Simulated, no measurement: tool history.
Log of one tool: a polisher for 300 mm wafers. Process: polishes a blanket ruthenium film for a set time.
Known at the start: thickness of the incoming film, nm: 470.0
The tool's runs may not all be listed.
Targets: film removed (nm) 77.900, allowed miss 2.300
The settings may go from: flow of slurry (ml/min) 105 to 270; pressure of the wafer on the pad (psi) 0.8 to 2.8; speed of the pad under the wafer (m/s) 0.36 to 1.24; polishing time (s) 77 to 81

| run | day | flow of slurry (ml/min) | pressure of the wafer on the pad (psi) | speed of the pad under the wafer (m/s) | polishing time (s) | film removed (nm) |
|---|---|---|---|---|---|---|
| 1 | 0.000 | 175 | 1.8 | 0.80 | 77 | 58.519 |
| 2 | 0.338 | 180 | 1.9 | 0.80 | 77 | 62.014 |
| 3 | 0.642 | 180 | 1.7 | 0.80 | 77 | 55.645 |
| 4 | 1.008 | 180 | 1.7 | 0.80 | 77 | 55.804 |
| 5 | 1.288 | 200 | 1.7 | 0.80 | 77 | 56.262 |
| 6 | 1.362 | 200 | 1.7 | 0.80 | 81 | 59.499 |
| 7 | 1.729 | 200 | 1.8 | 0.80 | 81 | 62.199 |
| 8 | 1.988 | 200 | 1.9 | 0.80 | 81 | 65.959 |

Which of these 4 next moves meets every target?
| A | 2.246 | 175 | 2.4 | 0.86 | 79 | ? |
| B | 2.246 | 190 | 2.1 | 1.00 | 81 | ? |
| C | 2.246 | 235 | 2.1 | 0.88 | 79 | ? |
| D | 2.246 | 135 | 2.4 | 0.90 | 81 | ? |

| move | film removed (nm) |
|---|---|
| A | 82.562 |
| B | 82.797 |
| C | 76.515 |
| D | 83.099 |
A: takes the result that was furthest off past its target
B: takes the result that was furthest off past its target
C: meets every target
D: takes the result that was furthest off past its target
Answer: C

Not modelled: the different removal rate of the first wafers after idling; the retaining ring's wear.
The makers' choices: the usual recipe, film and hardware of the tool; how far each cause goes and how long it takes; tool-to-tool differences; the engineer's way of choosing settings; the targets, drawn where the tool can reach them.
